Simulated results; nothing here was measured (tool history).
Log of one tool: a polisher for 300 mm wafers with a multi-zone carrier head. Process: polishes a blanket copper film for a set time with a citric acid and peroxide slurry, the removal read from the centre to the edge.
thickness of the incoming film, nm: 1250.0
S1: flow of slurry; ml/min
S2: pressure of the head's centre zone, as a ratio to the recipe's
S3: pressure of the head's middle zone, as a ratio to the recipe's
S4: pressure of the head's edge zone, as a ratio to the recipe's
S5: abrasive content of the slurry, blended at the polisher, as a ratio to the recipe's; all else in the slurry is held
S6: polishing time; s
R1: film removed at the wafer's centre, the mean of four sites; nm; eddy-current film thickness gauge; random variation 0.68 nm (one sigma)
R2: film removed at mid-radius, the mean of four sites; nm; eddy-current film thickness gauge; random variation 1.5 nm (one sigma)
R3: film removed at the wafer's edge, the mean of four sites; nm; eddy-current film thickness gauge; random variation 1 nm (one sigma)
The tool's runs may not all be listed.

run 1 hour=0.0 | S1=170 S2=1.00 S3=1.00 S4=1.00 S5=1.00 S6=46 | R1=81.061 R2=85.371 R3=88.804
run 2 hour=4.9 | S1=170 S2=1.00 S3=1.00 S4=0.92 S5=1.00 S6=46 | R1=81.617 R2=85.380 R3=83.758
run 3 hour=13.1 | S1=170 S2=0.93 S3=1.00 S4=0.92 S5=1.00 S6=46 | R1=75.311 R2=85.077 R3=84.042
run 4 hour=18.2 | S1=185 S2=0.95 S3=1.05 S4=0.99 S5=1.15 S6=46 | R1=80.835 R2=92.457 R3=89.287
run 5 hour=26.2 | S1=185 S2=0.98 S3=1.05 S4=0.99 S5=1.15 S6=46 | R1=82.791 R2=90.592 R3=90.034
run 6 hour=31.7 | S1=190 S2=0.96 S3=1.09 S4=1.03 S5=1.25 S6=48 | R1=85.692 R2=99.770 R3=97.844
run 7 hour=37.8 | S1=200 S2=0.96 S3=1.12 S4=1.06 S5=1.30 S6=48 | R1=87.916 R2=104.330 R3=100.980
-- hour=45.4 edge zone pressure recalibrated
run 8 hour=45.4 | S1=210 S2=0.96 S3=1.14 S4=1.09 S5=1.35 S6=48 | R1=88.768 R2=106.670 R3=97.290
run 9 hour=50.1 | S1=195 S2=0.96 S3=1.14 S4=1.09 S5=1.40 S6=49 | R1=91.305 R2=108.770 R3=98.701
run 10 hour=52.6 | S1=210 S2=0.94 S3=1.13 S4=1.10 S5=1.40 S6=50 | R1=90.580 R2=113.060 R3=103.290
run 11 hour=56.0 | S1=215 S2=0.93 S3=1.10 S4=1.11 S5=1.40 S6=51 | R1=92.267 R2=109.240 R3=107.500
run 12 hour=58.6 | S1=215 S2=0.93 S3=1.10 S4=1.11 S5=1.40 S6=51 | R1=92.011 R2=113.030 R3=105.490

Forecast run 13:
run 13 hour=63.2 | S1=215 S2=0.93 S3=1.10 S4=1.11 S5=1.40 S6=51 | R1=? R2=? R3=?

{"run 13": {"R1": 92.021, "R2": 112.24, "R3": 106.51}}
